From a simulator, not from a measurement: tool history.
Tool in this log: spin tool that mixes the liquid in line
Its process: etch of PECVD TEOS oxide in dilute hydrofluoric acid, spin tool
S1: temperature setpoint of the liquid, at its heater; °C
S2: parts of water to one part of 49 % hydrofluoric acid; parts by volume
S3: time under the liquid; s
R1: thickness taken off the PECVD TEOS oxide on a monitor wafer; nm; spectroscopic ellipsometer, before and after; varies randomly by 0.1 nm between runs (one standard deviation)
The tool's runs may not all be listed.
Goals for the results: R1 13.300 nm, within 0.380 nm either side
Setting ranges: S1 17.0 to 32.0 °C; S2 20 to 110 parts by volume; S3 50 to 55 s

run,day,S1,S2,S3,R1
1,0.000,24.0,60,50,15.656
2,0.092,23.5,60,50,15.337
3,0.158,27.0,60,50,17.987
4,0.517,27.0,60,55,19.503
5,0.804,26.0,60,55,19.086
6,0.925,26.0,60,55,18.977
7,1.033,25.0,60,55,18.033
8,1.267,24.5,60,55,17.900
9,1.500,24.0,60,55,17.379
10,1.529,23.5,60,55,16.799
11,1.742,23.0,60,55,16.547

5 next moves are on the table. One of them brings every result within its allowed miss. Which?
A,1.954,23.5,75,55,?
B,1.954,24.5,55,55,?
C,1.954,23.5,65,50,?
D,1.954,23.5,70,55,?
E,1.954,21.0,75,55,?

move,R1
A,13.413
B,19.551
C,14.250
D,14.462
E,12.107
A: all results land within tolerance of their targets
B: moves away from the targets compared with the last run
C: gains on the last run, yet a result remains outside its allowed miss
D: gains on the last run, yet a result remains outside its allowed miss
E: carries the result that was furthest off beyond its target, to the other side
Go with A: it meets all targets.
